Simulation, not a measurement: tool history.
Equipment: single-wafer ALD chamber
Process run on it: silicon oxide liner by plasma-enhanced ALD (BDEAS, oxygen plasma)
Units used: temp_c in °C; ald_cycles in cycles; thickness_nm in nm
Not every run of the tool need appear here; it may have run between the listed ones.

Run 1, hour 0: temp_c 315 °C, ald_cycles 44 cycles. Result: thickness_nm 3.6901 nm.
Run 2, hour 3.9: temp_c 315 °C, ald_cycles 48 cycles. Result: thickness_nm 4.0374 nm.
Run 3, hour 8.4: temp_c 315 °C, ald_cycles 54 cycles. Result: thickness_nm 4.5175 nm.
Run 4, hour 13.7: temp_c 311 °C, ald_cycles 54 cycles. Result: thickness_nm 4.5471 nm.
Run 5, hour 14.3: temp_c 312 °C, ald_cycles 50 cycles. Result: thickness_nm 4.194 nm.
Run 6, hour 15.9: temp_c 312 °C, ald_cycles 47 cycles. Result: thickness_nm 3.9517 nm.
Run 7, hour 24.7: temp_c 312 °C, ald_cycles 44 cycles. Result: thickness_nm 3.7077 nm.

Run 8, settings as shown, results not yet in. Your forecast:
Run 8, hour 27.1: temp_c 312 °C, ald_cycles 42 cycles. Result: thickness_nm ?.

{"run 8": {"thickness_nm": 3.5497}}
